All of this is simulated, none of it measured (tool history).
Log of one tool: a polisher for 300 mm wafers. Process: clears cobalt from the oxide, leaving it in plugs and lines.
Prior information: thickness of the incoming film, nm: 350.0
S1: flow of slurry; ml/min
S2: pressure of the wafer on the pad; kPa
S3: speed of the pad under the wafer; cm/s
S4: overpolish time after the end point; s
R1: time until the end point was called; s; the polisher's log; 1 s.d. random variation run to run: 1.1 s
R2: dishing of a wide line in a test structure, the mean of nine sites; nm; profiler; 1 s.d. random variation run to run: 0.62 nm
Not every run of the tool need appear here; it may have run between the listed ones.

Run 1, day 0.000: S1 175 ml/min, S2 11.0 kPa, S3 90 cm/s, S4 21 s. Result: R1 106.780 s, R2 36.707 nm.
Run 2, day 0.292: S1 175 ml/min, S2 12.4 kPa, S3 90 cm/s, S4 17 s. Result: R1 96.568 s, R2 36.873 nm.
Run 3, day 0.488: S1 200 ml/min, S2 11.0 kPa, S3 104 cm/s, S4 14 s. Result: R1 97.385 s, R2 31.383 nm.
Run 4, day 0.617: S1 200 ml/min, S2 13.1 kPa, S3 104 cm/s, S4 14 s. Result: R1 82.960 s, R2 35.591 nm.
Run 5, day 0.979: S1 200 ml/min, S2 13.1 kPa, S3 104 cm/s, S4 6 s. Result: R1 82.836 s, R2 19.581 nm.
Run 6, day 1.171: S1 185 ml/min, S2 13.1 kPa, S3 104 cm/s, S4 6 s. Result: R1 85.742 s, R2 19.284 nm.
Run 7, day 1.462: S1 190 ml/min, S2 13.8 kPa, S3 104 cm/s, S4 6 s. Result: R1 79.266 s, R2 20.104 nm.
Run 8, day 1.529: S1 195 ml/min, S2 14.5 kPa, S3 104 cm/s, S4 7 s. Result: R1 76.284 s, R2 22.781 nm.

For run 9, what comes out?
Run 9, day 1.867: S1 195 ml/min, S2 15.2 kPa, S3 104 cm/s, S4 7 s. Result: R1 ?, R2 ?.

{"run 9": {"R1": 73.537, "R2": 25.481}}
